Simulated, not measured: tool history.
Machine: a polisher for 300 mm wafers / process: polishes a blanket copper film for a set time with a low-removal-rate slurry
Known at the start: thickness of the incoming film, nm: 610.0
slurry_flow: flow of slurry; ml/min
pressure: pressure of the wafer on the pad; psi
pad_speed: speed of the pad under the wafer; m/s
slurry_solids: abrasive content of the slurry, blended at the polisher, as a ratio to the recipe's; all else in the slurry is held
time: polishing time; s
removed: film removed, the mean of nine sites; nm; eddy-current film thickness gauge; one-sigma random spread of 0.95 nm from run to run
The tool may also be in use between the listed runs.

run,hour,slurry_flow,pressure,pad_speed,slurry_solids,time,removed
1,0.0,315,3.3,0.92,1.0,87,239.28
2,8.2,315,2.9,0.86,1.0,87,200.32
3,10.4,315,2.6,0.80,1.0,87,168.73
4,19.1,315,2.6,0.58,1.0,87,123.28
5,26.8,315,2.6,0.58,1.2,87,126.53
6,35.2,240,2.6,0.58,1.2,87,125.25
7,41.6,240,2.4,0.58,1.2,87,116.45

Run 8 is up next; what results do you expect?
8,48.4,240,2.3,0.58,1.2,87,?

removed: 112.35 nm
